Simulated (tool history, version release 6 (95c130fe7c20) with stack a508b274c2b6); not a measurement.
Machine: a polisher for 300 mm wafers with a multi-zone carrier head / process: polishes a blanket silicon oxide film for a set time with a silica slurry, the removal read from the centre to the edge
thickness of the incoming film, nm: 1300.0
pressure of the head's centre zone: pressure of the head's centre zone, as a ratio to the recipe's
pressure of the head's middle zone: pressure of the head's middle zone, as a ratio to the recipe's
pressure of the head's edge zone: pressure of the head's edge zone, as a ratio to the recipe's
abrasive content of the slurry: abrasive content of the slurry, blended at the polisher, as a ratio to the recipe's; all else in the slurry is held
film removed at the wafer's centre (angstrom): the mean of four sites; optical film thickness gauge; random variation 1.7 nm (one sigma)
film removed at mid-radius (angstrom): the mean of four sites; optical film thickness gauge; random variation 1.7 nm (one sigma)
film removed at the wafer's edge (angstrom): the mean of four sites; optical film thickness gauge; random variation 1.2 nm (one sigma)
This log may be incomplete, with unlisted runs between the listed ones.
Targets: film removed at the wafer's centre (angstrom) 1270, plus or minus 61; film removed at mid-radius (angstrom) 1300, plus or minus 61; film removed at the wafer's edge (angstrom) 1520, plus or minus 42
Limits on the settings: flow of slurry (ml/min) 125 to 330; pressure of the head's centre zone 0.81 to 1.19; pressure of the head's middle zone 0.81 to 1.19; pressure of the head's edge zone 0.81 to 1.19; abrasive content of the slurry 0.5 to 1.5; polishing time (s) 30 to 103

run  hour  flow of slurry (ml/min)  pressure of the head's centre zone  pressure of the head's middle zone  pressure of the head's edge zone  abrasive content of the slurry  polishing time (s)  film removed at the wafer's centre (angstrom)  film removed at mid-radius (angstrom)  film removed at the wafer's edge (angstrom)
  1     0                      210                                   1                                   1                                 1                               1                  66                                         2079.6                                 2136.8                                       2112.1
  2   5.9                      205                                0.98                                0.98                                 1                            0.95                  65                                         1906.2                                 1969.8                                       2065.8
  3  11.8                      205                                0.98                                1.02                                 1                            0.95                  65                                         1928.4                                   2038                                       2062.8
  4  19.8                      205                                0.97                                1.01                              0.99                             0.9                  64                                           1842                                 2016.3                                       2007.8
  5    21                      200                                0.97                                0.99                              0.99                            0.85                  63                                         1811.6                                 1862.3                                       1961.7
  6    28                      200                                0.96                                0.98                              0.98                             0.8                  61                                         1721.1                                   1801                                       1815.2
  7    35                      195                                0.94                                0.96                              0.99                            0.75                  60                                         1641.5                                 1676.9                                       1760.4
  8  37.8                      190                                0.92                                0.95                                 1                             0.7                  59                                         1512.2                                 1597.4                                       1712.9
  9  45.8                      185                                0.91                                0.93                                 1                            0.65                  59                                           1445                                 1556.3                                       1651.9
 10  54.1                      180                                0.91                                0.91                              1.01                            0.65                  59                                         1480.1                                 1530.1                                       1676.3
 11  60.4                      180                                0.91                                0.91                              1.01                            0.65                  59                                         1439.9                                 1500.8                                       1678.4

Which of these 5 next moves meets every target?
  A  66.7                      150                                0.91                                0.89                              1.06                             0.7                  53                                              ?                                      ?                                            ?
  B  66.7                      140                                0.89                                0.81                              1.19                            0.75                  62                                              ?                                      ?                                            ?
  C  66.7                      130                                0.96                                0.92                              0.93                             0.8                  70                                              ?                                      ?                                            ?
  D  66.7                      160                                0.91                                0.81                              1.16                             0.5                  63                                              ?                                      ?                                            ?
  E  66.7                      190                                0.84                                0.87                              0.95                            0.65                  52                                              ?                                      ?                                            ?

move  film removed at the wafer's centre (angstrom)  film removed at mid-radius (angstrom)  film removed at the wafer's edge (angstrom)
   A                                         1316.7                                 1328.4                                       1491.7
   B                                         1505.1                                 1446.3                                       1848.1
   C                                         1827.1                                 1800.9                                       1888.2
   D                                         1459.7                                 1366.2                                       1711.4
   E                                         1231.7                                 1316.5                                       1421.4
A: every result within its allowed miss
B: moves away from the targets compared with the last run
C: moves away from the targets compared with the last run
D: moves away from the targets compared with the last run
E: carries the result that was furthest off beyond its target, to the other side
The move that meets every target is A.
